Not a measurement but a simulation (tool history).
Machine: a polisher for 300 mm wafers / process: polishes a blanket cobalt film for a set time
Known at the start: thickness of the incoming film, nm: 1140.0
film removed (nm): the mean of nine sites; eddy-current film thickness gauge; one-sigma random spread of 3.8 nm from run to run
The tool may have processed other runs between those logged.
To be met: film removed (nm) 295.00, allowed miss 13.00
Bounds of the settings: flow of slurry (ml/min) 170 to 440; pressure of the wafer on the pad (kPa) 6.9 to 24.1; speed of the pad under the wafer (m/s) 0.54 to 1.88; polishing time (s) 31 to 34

run  hour  flow of slurry (ml/min)  pressure of the wafer on the pad (kPa)  speed of the pad under the wafer (m/s)  polishing time (s)  film removed (nm)
  1   0.0                      280                                    15.2                                    1.20                  34             205.56
  2   4.5                      240                                    15.2                                    1.20                  34             207.91
  3  10.0                      240                                    15.2                                    0.94                  34             162.52
  4  19.0                      240                                    16.5                                    0.94                  34             176.89
  5  23.8                      240                                    14.5                                    0.94                  34             154.73
  6  27.5                      240                                    13.1                                    0.94                  34             142.42
  7  31.8                      240                                    14.5                                    0.96                  34             160.04
  8  34.7                      240                                    15.9                                    0.96                  34             174.98
  9  42.8                      240                                    16.5                                    0.96                  34             177.55
 10  48.4                      240                                    16.5                                    0.96                  34             179.10
 11  49.9                      240                                    17.2                                    0.98                  34             191.03
 12  53.6                      240                                    17.9                                    0.98                  34             198.82
 13  55.7                      240                                    22.1                                    1.02                  34             253.23
 14  62.3                      240                                    23.4                                    1.06                  34             280.28

Exercise: of the 5 proposed moves below, exactly one satisfies all targets within the stated allowed misses. Which move is it?
  A  68.9                      220                                    21.4                                    1.24                  34                  ?
  B  68.9                      170                                    22.1                                    1.10                  32                  ?
  C  68.9                      225                                    24.1                                    1.18                  34                  ?
  D  68.9                      230                                    24.1                                    1.18                  34                  ?
  E  68.9                      225                                    20.7                                    1.16                  34                  ?

move  film removed (nm)
   A             290.77
   B             240.90
   C             313.07
   D             314.00
   E             264.78
A: each result inside its tolerance
B: further off than the last run
C: moves the result that the last run missed by most past its target, out the other side
D: moves the result that the last run missed by most past its target, out the other side
E: further off than the last run
The move that meets every target is A.
